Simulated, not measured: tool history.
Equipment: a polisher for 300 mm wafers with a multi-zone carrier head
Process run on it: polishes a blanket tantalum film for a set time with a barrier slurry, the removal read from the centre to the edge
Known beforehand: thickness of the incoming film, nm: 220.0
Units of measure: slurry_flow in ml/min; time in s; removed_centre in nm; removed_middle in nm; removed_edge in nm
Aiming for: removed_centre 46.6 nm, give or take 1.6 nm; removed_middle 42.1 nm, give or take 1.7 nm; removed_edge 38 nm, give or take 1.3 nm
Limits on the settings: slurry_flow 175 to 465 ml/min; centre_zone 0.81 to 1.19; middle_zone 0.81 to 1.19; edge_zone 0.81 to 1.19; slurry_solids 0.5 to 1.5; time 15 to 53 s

run    day  slurry_flow  centre_zone  middle_zone  edge_zone  slurry_solids  time  removed_centre  removed_middle  removed_edge
  1      0          295            1            1          1              1    34          47.144          46.491        47.354
  2  0.208          295            1            1          1           0.85    34          45.027          44.164        45.831
  3  0.329          295         1.04         1.02       0.95            0.8    34          46.348          44.728        42.724
  4  0.512          295         1.08         1.02       0.95            0.8    34          48.288          44.261        42.978
  5  0.638          295         1.08         1.02       1.01            0.8    34          47.411          43.373        44.604
  6  0.938          290         1.09         1.03       0.97           0.75    34          46.634          43.194        42.219
  7  1.221          280          1.1         1.03       0.95           0.75    34           45.79          43.533        42.095
  8  1.542          290         1.11         1.03       0.92            0.7    34          47.062          43.032        40.954

Which of these 4 next moves meets every target?
  A  1.862          350         1.14         0.99       0.95           0.65    35               ?               ?             ?
  B  1.862          315         1.19         0.94       0.96            0.7    33               ?               ?             ?
  C  1.862          245         1.06         1.06       0.87           0.95    31               ?               ?             ?
  D  1.862          320         1.19         1.11       0.96           0.55    34               ?               ?             ?

move  removed_centre  removed_middle  removed_edge
   A          49.718          42.503        41.787
   B          49.314          38.838        40.159
   C          43.041          42.121        38.219
   D          46.845          42.043         37.99
A: further off than the last run
B: moves toward the targets from the last run without getting all of them in spec
C: brings the last run's worst result on target, with another outside its allowed miss
D: in spec on every target
D is the move that brings every result within its allowed miss.
